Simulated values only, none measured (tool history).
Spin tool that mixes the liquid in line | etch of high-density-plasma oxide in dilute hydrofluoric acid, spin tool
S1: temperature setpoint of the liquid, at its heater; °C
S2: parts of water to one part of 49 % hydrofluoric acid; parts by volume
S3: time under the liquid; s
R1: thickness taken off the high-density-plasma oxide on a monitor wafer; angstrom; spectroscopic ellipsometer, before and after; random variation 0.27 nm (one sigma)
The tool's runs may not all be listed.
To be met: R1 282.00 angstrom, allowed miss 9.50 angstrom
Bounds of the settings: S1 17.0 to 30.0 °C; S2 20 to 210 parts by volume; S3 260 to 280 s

run,hour,S1,S2,S3,R1
1,0.0,22.0,115,260,194.02
2,6.7,22.0,140,260,155.68
3,14.3,23.5,130,260,176.29
4,17.3,23.5,165,260,134.36
5,19.0,23.5,165,280,147.05
6,23.9,23.5,165,260,136.61
7,25.9,25.0,150,260,160.01
8,27.0,26.0,140,260,180.95
9,35.5,27.0,130,260,205.79
10,36.4,27.5,125,260,219.30
11,43.2,28.0,120,260,234.44
12,52.2,28.5,115,260,248.96
13,58.1,29.0,115,260,256.97

Which of these 4 next moves meets every target?
A,64.0,26.5,105,265,?
B,64.0,30.0,110,280,?
C,64.0,27.5,105,260,?
D,64.0,27.5,100,260,?

move,R1
A,261.36
B,298.95
C,266.47
D,281.65
A: nearer than the last run, and not there yet
B: takes the result that was furthest off past its target
C: nearer than the last run, and not there yet
D: meets every target
Answer: D
